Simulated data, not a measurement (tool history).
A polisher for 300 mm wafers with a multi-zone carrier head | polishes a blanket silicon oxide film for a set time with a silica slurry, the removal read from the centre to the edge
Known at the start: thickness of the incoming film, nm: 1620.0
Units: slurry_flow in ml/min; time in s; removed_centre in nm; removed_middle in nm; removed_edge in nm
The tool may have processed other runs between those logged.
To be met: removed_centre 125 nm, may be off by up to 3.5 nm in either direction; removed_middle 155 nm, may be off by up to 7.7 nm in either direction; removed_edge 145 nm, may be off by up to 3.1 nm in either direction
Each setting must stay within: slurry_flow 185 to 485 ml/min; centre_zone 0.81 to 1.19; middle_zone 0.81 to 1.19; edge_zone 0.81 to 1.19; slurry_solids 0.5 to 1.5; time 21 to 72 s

run  hour  slurry_flow  centre_zone  middle_zone  edge_zone  slurry_solids  time  removed_centre  removed_middle  removed_edge
  1     0          310            1            1          1              1    46          174.98          170.95        174.12
  2   5.3          300         0.96         1.01       0.97           0.95    46          166.53          171.14        169.89
  3   7.8          265         0.96         1.01       0.97           0.95    46          162.07          167.28        167.11
  4  15.2          210         0.96         1.01       0.97           0.95    46          156.31          162.53        162.13
  5  20.1          210            1         1.01       0.97           0.95    46          164.63          164.74        163.11
  6    29          210            1         1.01       1.03           0.95    46          164.13          161.45        166.28
  7  32.4          205         0.96         1.02          1            0.9    46          152.97          163.33        159.71
  8  40.1          200         0.93         1.02       0.99           0.85    46          144.24          155.08        156.85
  9  43.6          200         0.91         1.03       0.97           0.85    46          140.69          156.91        155.57
 10  49.1          200         0.89         1.04       0.95           0.85    46          138.71          158.74           156
 11  50.3          200         0.88         1.05       0.93            0.8    46           135.3          151.65         152.3
 12    55          200         0.88         1.05       0.93            0.8    46          134.89          154.81        151.49
 13  62.2          200         0.87         1.06       0.92            0.8    46          131.85          160.83        147.97
 14  70.8          200         0.86         1.06       0.92            0.8    46          129.32          153.26        150.11
 15  78.3          200         0.86         1.07       0.91            0.8    46          130.44          161.26        149.93
 16  81.4          200         0.86         1.07        0.9            0.8    46          132.54           156.3        149.05
 17  88.9          200         0.85         1.08       0.89            0.8    46          130.06          160.63        149.77
 18  93.5          200         0.85         1.08       0.88            0.8    46          128.36          161.01        148.49
 19  99.2          200         0.85         1.08       0.87            0.8    46          129.08          160.81        147.33

Which single option among these 4 for the next run brings every result within its allowed miss of target? Just one does.
  A  104.9          210         0.89         1.02       0.88            0.8    46               ?               ?             ?
  B  104.9          185         0.82         1.01       0.91            0.7    50               ?               ?             ?
  C  104.9          185         0.84         1.05       0.84            0.6    51               ?               ?             ?
  D  104.9          220         0.92         1.12       0.86            0.6    49               ?               ?             ?

move  removed_centre  removed_middle  removed_edge
   A          138.28          158.33        148.51
   B          128.45          158.96        152.55
   C          126.91          158.19         143.9
   D          138.36          165.24        142.16
A: lands further from the targets than the last run did
B: puts the biggest miss on target and leaves a different result outside tolerance
C: every result within its allowed miss
D: lands further from the targets than the last run did
C is the move that brings every result within its allowed miss.

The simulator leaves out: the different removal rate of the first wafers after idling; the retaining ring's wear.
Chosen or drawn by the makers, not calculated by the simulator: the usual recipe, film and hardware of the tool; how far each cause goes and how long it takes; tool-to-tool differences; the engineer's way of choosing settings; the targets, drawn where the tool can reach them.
